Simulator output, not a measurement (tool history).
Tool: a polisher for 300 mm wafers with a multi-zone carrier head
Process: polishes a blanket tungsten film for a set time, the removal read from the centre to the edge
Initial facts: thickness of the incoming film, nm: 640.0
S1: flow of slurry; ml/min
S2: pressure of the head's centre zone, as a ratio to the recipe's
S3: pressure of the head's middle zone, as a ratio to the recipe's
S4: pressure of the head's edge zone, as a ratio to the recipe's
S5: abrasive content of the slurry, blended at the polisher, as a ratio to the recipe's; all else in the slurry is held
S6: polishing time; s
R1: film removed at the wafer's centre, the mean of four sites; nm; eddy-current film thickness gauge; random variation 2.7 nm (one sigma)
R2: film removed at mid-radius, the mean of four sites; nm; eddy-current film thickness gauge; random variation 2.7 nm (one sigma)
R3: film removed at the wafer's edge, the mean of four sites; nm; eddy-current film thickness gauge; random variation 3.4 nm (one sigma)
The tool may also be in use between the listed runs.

run 1 day=0 | S1=215 S2=1 S3=1 S4=1 S5=1 S6=40 | R1=167.12 R2=166.41 R3=172.88
run 2 day=0.062 | S1=215 S2=1 S3=1 S4=1 S5=1.1 S6=40 | R1=174.4 R2=170.68 R3=174.53
run 3 day=0.354 | S1=215 S2=1 S3=1 S4=0.94 S5=1.1 S6=40 | R1=173.56 R2=169.31 R3=172.25
run 4 day=0.579 | S1=215 S2=1.08 S3=1 S4=0.94 S5=1.1 S6=40 | R1=189.22 R2=173.08 R3=170.87
run 5 day=0.7 | S1=215 S2=1.05 S3=0.99 S4=0.98 S5=1.2 S6=43 | R1=205.06 R2=189.32 R3=190.67
run 6 day=0.846 | S1=215 S2=1.02 S3=0.98 S4=1.02 S5=1.3 S6=46 | R1=214.81 R2=203.75 R3=211.8
run 7 day=1.121 | S1=220 S2=1.02 S3=0.98 S4=1.05 S5=1.35 S6=48 | R1=229.66 R2=216.14 R3=229.84
run 8 day=1.354 | S1=230 S2=1.03 S3=0.99 S4=1.08 S5=1.4 S6=48 | R1=236.57 R2=226.28 R3=235.72
run 9 day=1.525 | S1=240 S2=1.03 S3=0.99 S4=1.11 S5=1.45 S6=48 | R1=234.29 R2=224.96 R3=239.64
run 10 day=1.758 | S1=240 S2=1.04 S3=0.99 S4=1.12 S5=1.45 S6=49 | R1=241.34 R2=237.94 R3=248.84
run 11 day=1.862 | S1=240 S2=1.05 S3=0.98 S4=1.13 S5=1.45 S6=49 | R1=247.76 R2=230.27 R3=251.28
run 12 day=1.9 | S1=240 S2=1.05 S3=0.98 S4=1.13 S5=1.45 S6=49 | R1=244.42 R2=230.24 R3=246.22
run 13 day=2.054 | S1=245 S2=1.05 S3=0.98 S4=1.14 S5=1.45 S6=49 | R1=250.64 R2=228.98 R3=247.83
run 14 day=2.171 | S1=245 S2=1.05 S3=0.99 S4=1.15 S5=1.45 S6=49 | R1=249.5 R2=234.31 R3=248.85
run 15 day=2.275 | S1=245 S2=1.05 S3=0.99 S4=1.16 S5=1.45 S6=49 | R1=246.97 R2=228.08 R3=249.06
run 16 day=2.383 | S1=250 S2=1.05 S3=0.99 S4=1.16 S5=1.45 S6=49 | R1=248.38 R2=231.75 R3=245.02

The next listed run, before its measurement:
run 17 day=2.658 | S1=250 S2=1.05 S3=0.99 S4=1.16 S5=1.45 S6=49 | R1=? R2=? R3=?

{"run 17": {"R1": 251.39, "R2": 234.8, "R3": 250.01}}

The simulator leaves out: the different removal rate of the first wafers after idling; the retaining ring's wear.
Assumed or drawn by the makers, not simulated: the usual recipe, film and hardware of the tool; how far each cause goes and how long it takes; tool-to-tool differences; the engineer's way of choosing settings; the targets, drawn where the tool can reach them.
